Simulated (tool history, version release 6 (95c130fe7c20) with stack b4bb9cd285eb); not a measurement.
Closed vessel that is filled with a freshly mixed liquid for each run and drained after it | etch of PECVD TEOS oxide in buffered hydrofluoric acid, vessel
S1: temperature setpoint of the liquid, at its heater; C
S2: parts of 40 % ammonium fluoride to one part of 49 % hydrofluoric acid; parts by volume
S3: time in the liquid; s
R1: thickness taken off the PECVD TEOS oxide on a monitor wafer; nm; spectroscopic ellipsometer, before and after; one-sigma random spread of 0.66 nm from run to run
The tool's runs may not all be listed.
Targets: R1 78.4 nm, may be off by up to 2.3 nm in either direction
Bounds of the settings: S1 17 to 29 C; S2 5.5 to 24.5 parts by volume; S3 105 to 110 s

{"run": 1, "hour": 0.0, "S1": 21, "S2": 15, "S3": 105, "R1": 128.48}
{"run": 2, "hour": 5.7, "S1": 21, "S2": 15, "S3": 110, "R1": 134.06}
{"run": 3, "hour": 9.5, "S1": 20, "S2": 16, "S3": 110, "R1": 120.47}
{"run": 4, "hour": 12.8, "S1": 19.5, "S2": 17, "S3": 110, "R1": 111.42}
{"run": 5, "hour": 17.4, "S1": 19.5, "S2": 13.5, "S3": 110, "R1": 138.77}
{"run": 6, "hour": 22.2, "S1": 22, "S2": 13.5, "S3": 110, "R1": 160.38}
{"run": 7, "hour": 28.9, "S1": 18, "S2": 18.5, "S3": 110, "R1": 91.526}
{"run": 8, "hour": 30.4, "S1": 18, "S2": 19, "S3": 110, "R1": 89.145}
{"run": 9, "hour": 36.9, "S1": 17.5, "S2": 19.5, "S3": 110, "R1": 84.922}
{"run": 10, "hour": 45.5, "S1": 17, "S2": 20, "S3": 110, "R1": 81.709}

Exercise: of the 4 proposed moves below, exactly one satisfies all targets within the stated allowed misses. Which move is it?
{"run": "A", "hour": 54.1, "S1": 18, "S2": 20, "S3": 110, "R1": "?"}
{"run": "B", "hour": 54.1, "S1": 19, "S2": 22, "S3": 110, "R1": "?"}
{"run": "C", "hour": 54.1, "S1": 17.5, "S2": 20.5, "S3": 105, "R1": "?"}
{"run": "D", "hour": 54.1, "S1": 17, "S2": 19, "S3": 110, "R1": "?"}

move=A R1=86.419
move=B R1=85.639
move=C R1=78.819
move=D R1=85.873
A: moves away from the targets compared with the last run
B: moves away from the targets compared with the last run
C: all results land within tolerance of their targets
D: moves away from the targets compared with the last run
Go with C: it meets all targets.

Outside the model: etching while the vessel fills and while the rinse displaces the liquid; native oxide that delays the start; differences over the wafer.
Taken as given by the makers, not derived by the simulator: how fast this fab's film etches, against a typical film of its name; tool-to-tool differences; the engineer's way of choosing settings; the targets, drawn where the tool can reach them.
